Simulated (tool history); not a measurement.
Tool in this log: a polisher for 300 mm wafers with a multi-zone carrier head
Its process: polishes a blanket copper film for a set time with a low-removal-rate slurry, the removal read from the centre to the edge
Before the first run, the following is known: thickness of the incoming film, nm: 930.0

run  hour  flow of slurry (ml/min)  pressure of the head's centre zone  pressure of the head's middle zone  pressure of the head's edge zone  abrasive content of the slurry  polishing time (s)  film removed at the wafer's centre (nm)  film removed at mid-radius (nm)  film removed at the wafer's edge (nm)
  1     0                      220                                   1                                   1                                 1                               1                  54                                   136.82                           145.45                                 139.88
  2   3.2                      220                                1.05                                   1                                 1                               1                  54                                   144.79                           143.59                                 139.76
  3   8.5                      220                                1.04                                0.99                              0.99                            0.95                  51                                   135.96                           134.27                                  133.3
  4  13.6                      220                                1.04                                0.95                              0.99                            0.95                  51                                   132.32                           133.58                                 130.86
  5  21.4                      215                                1.03                                0.95                              0.97                             0.9                  48                                   124.48                           120.43                                 118.21
  6  26.8                      255                                1.03                                0.95                              0.97                             0.9                  48                                    126.7                           125.49                                 124.68
  7  28.1                      245                                   1                                0.94                              0.95                            0.85                  46                                   116.95                           116.48                                 112.75
  8  33.9                      240                                0.97                                0.93                              0.95                             0.8                  45                                   111.03                           112.28                                  109.3
  9  42.9                      235                                0.95                                0.92                              0.95                            0.75                  43                                   102.82                            105.6                                 103.63

What will run 10 give?
 10  49.2                      230                                0.93                                0.91                              0.94                             0.7                  42                                        ?                                ?                                      ?

Run 10 yielded film removed at the wafer's centre (nm) 96.995, film removed at mid-radius (nm) 99.005, film removed at the wafer's edge (nm) 101.33.
